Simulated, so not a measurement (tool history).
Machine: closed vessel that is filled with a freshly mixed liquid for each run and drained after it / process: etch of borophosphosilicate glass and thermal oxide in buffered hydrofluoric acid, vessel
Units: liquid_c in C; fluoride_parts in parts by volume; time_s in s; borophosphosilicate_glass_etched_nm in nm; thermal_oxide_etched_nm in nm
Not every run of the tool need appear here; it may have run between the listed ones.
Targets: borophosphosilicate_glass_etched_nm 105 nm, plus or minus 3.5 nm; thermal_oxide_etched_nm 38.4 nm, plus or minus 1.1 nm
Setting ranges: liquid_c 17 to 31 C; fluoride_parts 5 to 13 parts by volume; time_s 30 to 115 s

run,hour,liquid_c,fluoride_parts,time_s,borophosphosilicate_glass_etched_nm,thermal_oxide_etched_nm
1,0,23,8,60,215.24,78.329
2,8.7,22,8.5,60,191.82,68.658
3,15.3,23.5,8.5,60,204.44,75.552
4,22.8,22.5,9,60,190.21,69.285
5,29.5,22.5,10.5,60,163.73,59.761
6,35.4,21.5,11,60,149.29,54.37
7,39,21,11.5,60,136.7,50.352
8,40.1,20.5,11.5,60,136.64,48.906
9,44.3,20.5,12,60,128.81,46.807
# hour 52: hydrofluoric acid flow meter replaced
10,52,20,12,60,132.37,49.735
11,61,20.5,12,60,138.19,50.032
12,66.7,20,12,60,131.25,49.086

Which one of the following 4 next-run settings gets every result inside its allowed miss? There is exactly one.
A,72.4,25.5,13,40,?,?
B,72.4,18.5,11,50,?,?
C,72.4,26,13,40,?,?
D,72.4,21,12,45,?,?

move,borophosphosilicate_glass_etched_nm,thermal_oxide_etched_nm
A,109.41,40.79
B,109.96,40.766
C,112.37,41.905
D,104.33,38.774
A: nearer the targets than the last run, but a result is still out of spec
B: nearer the targets than the last run, but a result is still out of spec
C: nearer the targets than the last run, but a result is still out of spec
D: hits every target within its allowed miss
So the answer is move D, the one that meets all the targets.
